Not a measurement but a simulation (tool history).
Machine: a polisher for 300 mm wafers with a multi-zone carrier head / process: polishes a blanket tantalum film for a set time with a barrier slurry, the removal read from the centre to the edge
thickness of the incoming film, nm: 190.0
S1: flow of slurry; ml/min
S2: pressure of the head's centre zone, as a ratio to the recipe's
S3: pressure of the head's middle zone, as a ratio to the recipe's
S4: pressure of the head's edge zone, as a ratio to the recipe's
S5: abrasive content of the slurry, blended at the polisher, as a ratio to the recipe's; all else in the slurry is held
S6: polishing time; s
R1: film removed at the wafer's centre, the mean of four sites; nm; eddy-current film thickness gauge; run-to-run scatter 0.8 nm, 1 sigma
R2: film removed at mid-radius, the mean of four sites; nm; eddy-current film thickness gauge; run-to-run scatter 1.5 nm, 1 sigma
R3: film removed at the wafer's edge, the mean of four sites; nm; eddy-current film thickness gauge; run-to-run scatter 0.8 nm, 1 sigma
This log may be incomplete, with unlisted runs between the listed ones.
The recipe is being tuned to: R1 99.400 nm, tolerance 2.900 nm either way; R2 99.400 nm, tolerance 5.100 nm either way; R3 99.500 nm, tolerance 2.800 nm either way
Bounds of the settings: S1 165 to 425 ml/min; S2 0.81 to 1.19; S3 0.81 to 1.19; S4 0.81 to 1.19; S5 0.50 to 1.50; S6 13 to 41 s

| run | hour | S1 | S2 | S3 | S4 | S5 | S6 | R1 | R2 | R3 |
|---|---|---|---|---|---|---|---|---|---|---|
| 1 | 0.0 | 275 | 1.00 | 1.00 | 1.00 | 1.00 | 27 | 70.593 | 72.277 | 74.536 |
| 2 | 6.5 | 280 | 1.02 | 1.02 | 1.02 | 1.10 | 27 | 74.101 | 76.241 | 77.435 |
| 3 | 9.9 | 285 | 1.04 | 1.03 | 1.04 | 1.20 | 27 | 77.895 | 80.200 | 80.154 |
| 4 | 15.8 | 285 | 1.09 | 1.03 | 1.04 | 1.20 | 27 | 82.206 | 79.040 | 80.331 |
| 5 | 17.4 | 290 | 1.10 | 1.04 | 1.06 | 1.25 | 27 | 84.253 | 79.395 | 82.716 |
|  | 21.0 | edge zone pressure recalibrated |
| 6 | 21.0 | 290 | 1.10 | 1.04 | 1.09 | 1.25 | 27 | 83.766 | 79.700 | 78.816 |
| 7 | 25.0 | 295 | 1.11 | 1.07 | 1.05 | 1.30 | 27 | 87.849 | 86.373 | 79.683 |
| 8 | 26.4 | 295 | 1.10 | 1.06 | 1.05 | 1.35 | 28 | 90.091 | 86.870 | 81.437 |
| 9 | 31.8 | 290 | 1.09 | 1.06 | 1.06 | 1.35 | 29 | 91.937 | 90.038 | 87.206 |
| 10 | 33.3 | 315 | 1.12 | 1.11 | 1.16 | 1.50 | 29 | 96.617 | 96.481 | 92.531 |
| 11 | 39.4 | 315 | 1.12 | 1.11 | 1.16 | 1.50 | 29 | 96.843 | 95.727 | 93.674 |

5 next moves are on the table. One of them brings every result within its allowed miss. Which?
| A | 45.5 | 320 | 1.09 | 1.10 | 1.19 | 1.25 | 32 | ? | ? | ? |
| B | 45.5 | 305 | 1.01 | 1.10 | 1.18 | 1.50 | 30 | ? | ? | ? |
| C | 45.5 | 405 | 1.03 | 1.01 | 1.19 | 1.30 | 33 | ? | ? | ? |
| D | 45.5 | 315 | 1.08 | 1.06 | 1.19 | 1.45 | 29 | ? | ? | ? |
| E | 45.5 | 305 | 1.13 | 1.15 | 1.12 | 1.50 | 29 | ? | ? | ? |

| move | R1 | R2 | R3 |
|---|---|---|---|
| A | 98.573 | 101.050 | 97.723 |
| B | 89.203 | 98.826 | 95.204 |
| C | 98.945 | 101.190 | 103.380 |
| D | 91.789 | 92.614 | 91.948 |
| E | 96.579 | 98.491 | 89.534 |
A: meets every target
B: misses by more than the last run did
C: carries the result that was furthest off beyond its target, to the other side
D: misses by more than the last run did
E: misses by more than the last run did
Go with A: it meets all targets.
